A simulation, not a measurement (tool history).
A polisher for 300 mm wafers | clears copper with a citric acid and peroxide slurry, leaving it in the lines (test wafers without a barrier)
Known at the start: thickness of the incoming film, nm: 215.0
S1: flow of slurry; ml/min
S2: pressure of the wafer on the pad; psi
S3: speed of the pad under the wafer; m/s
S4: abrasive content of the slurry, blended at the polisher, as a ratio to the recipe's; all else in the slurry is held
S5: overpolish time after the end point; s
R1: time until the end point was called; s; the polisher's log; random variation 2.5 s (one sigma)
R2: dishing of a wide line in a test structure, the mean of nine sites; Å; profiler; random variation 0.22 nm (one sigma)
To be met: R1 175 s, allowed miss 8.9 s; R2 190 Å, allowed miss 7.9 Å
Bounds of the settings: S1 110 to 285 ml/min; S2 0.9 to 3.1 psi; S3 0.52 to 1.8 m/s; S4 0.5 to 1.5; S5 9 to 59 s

run 1 hour=0 | S1=180 S2=2 S3=1.16 S4=1 S5=30 | R1=140.99 R2=275.84
run 2 hour=3.6 | S1=180 S2=2 S3=1.16 S4=0.9 S5=30 | R1=142.21 R2=272.24
run 3 hour=10.8 | S1=180 S2=2 S3=1.4 S4=0.9 S5=30 | R1=119.3 R2=302.98
run 4 hour=18.2 | S1=180 S2=2.4 S3=1.4 S4=0.9 S5=30 | R1=100.81 R2=337.81
run 5 hour=22.7 | S1=180 S2=2.4 S3=1.28 S4=0.9 S5=30 | R1=110.99 R2=323.23
run 6 hour=25 | S1=180 S2=2.3 S3=1.28 S4=0.9 S5=29 | R1=116.03 R2=307.33
run 7 hour=26.4 | S1=190 S2=1.7 S3=1.26 S4=0.9 S5=18 | R1=156.59 R2=174.73
run 8 hour=32.6 | S1=190 S2=1.7 S3=1.26 S4=0.9 S5=19 | R1=157.14 R2=184.04

4 next moves are on the table. One of them brings every result within its allowed miss. Which?
run A hour=38.8 | S1=115 S2=1.8 S3=1.22 S4=0.9 S5=17 | R1=? R2=?
run B hour=38.8 | S1=175 S2=1.5 S3=1.36 S4=1 S5=18 | R1=? R2=?
run C hour=38.8 | S1=180 S2=1.4 S3=1.32 S4=1.25 S5=22 | R1=? R2=?
run D hour=38.8 | S1=205 S2=1.2 S3=1.76 S4=0.95 S5=22 | R1=? R2=?

move=A R1=158.49 R2=165.22
move=B R1=160.77 R2=169.8
move=C R1=169.86 R2=189.65
move=D R1=154.52 R2=201.48
A: further off than the last run
B: further off than the last run
C: meets every target
D: further off than the last run
Move C is the one to make.
